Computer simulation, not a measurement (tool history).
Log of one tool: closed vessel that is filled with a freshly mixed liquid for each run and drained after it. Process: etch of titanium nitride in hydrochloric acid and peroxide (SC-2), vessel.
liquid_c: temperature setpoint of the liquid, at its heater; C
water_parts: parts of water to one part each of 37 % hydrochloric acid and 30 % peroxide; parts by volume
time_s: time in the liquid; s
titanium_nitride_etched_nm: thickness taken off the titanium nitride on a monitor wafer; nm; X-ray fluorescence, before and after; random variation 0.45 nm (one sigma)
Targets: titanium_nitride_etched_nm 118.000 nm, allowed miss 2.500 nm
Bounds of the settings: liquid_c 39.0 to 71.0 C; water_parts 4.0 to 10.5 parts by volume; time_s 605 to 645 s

run	day	liquid_c	water_parts	time_s	titanium_nitride_etched_nm
1	0.000	55.0	5.5	605	48.823
2	0.150	55.0	5.5	605	48.748
3	0.288	55.0	4.5	605	56.545
4	0.675	55.0	4.5	605	56.420
5	0.896	55.0	4.5	645	60.024
6	1.258	58.5	4.5	645	74.163
7	1.562	61.0	4.5	645	87.753
# day 1.850: new drum of peroxide connected
8	1.850	62.5	4.5	645	99.650

Which of these 5 next moves meets every target?
A	2.138	65.5	4.5	630	?
B	2.138	66.5	4.5	620	?
C	2.138	67.0	4.5	605	?
D	2.138	64.5	4.0	645	?
E	2.138	65.5	4.5	610	?

move	titanium_nitride_etched_nm
A	116.550
B	121.850
C	122.540
D	121.630
E	112.850
A: meets every target
B: takes the result that was furthest off past its target
C: takes the result that was furthest off past its target
D: takes the result that was furthest off past its target
E: nearer than the last run, and not there yet
The right move is A.
